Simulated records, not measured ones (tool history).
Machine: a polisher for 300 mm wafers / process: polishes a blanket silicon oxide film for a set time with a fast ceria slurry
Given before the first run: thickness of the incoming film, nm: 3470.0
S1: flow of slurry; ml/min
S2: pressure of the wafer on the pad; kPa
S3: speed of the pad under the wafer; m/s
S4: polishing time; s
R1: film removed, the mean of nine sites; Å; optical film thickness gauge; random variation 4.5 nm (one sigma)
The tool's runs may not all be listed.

run  hour   S1    S2    S3  S4      R1
  1   0.0  235  16.5  1.14  47  7247.8
  2   6.1  235  16.5  1.14  49  7762.9
  3   8.5  235  14.5  1.14  49  6832.9
  4  10.4  235  17.9  1.14  49  8189.3
  5  13.3  235  17.9  1.14  47  7905.5
  6  14.9  200  17.9  1.14  47  7827.0

Expected results for the next run?
  7  23.6  200  15.9  1.14  47   ?

{"run 7": {"R1": 6979.0}}
